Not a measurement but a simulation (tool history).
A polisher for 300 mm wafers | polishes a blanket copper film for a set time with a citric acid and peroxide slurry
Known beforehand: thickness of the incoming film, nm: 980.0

run  hour  flow of slurry (ml/min)  pressure of the wafer on the pad (psi)  speed of the pad under the wafer (cm/s)  abrasive content of the slurry  polishing time (s)  film removed (Å)
  1   0.0                      275                                     2.2                                       84                             1.0                  90           1315.90
  2   7.6                      275                                     2.2                                       84                             1.1                  90           1335.50
  3  16.4                      275                                     2.2                                       64                             1.1                  90           1040.70
  4  18.7                      275                                     1.9                                       64                             1.1                  90            906.95
  5  21.6                      275                                     1.9                                       84                             1.1                  90           1181.30
  6  27.1                      275                                     1.9                                       84                             1.2                  90           1191.60
  7  31.1                      275                                     1.6                                       80                             1.2                  90            967.82
  8  37.8                      275                                     1.4                                       80                             1.2                  90            865.22
  9  43.5                      275                                     1.3                                       80                             1.2                  90            788.84
 10  47.0                      265                                     1.0                                       80                             1.2                  90            624.90

What does the tool deliver on the next run?
 11  50.2                      285                                     1.0                                       80                             1.2                  90                 ?

Run 11 came out at film removed (Å) 627.56.
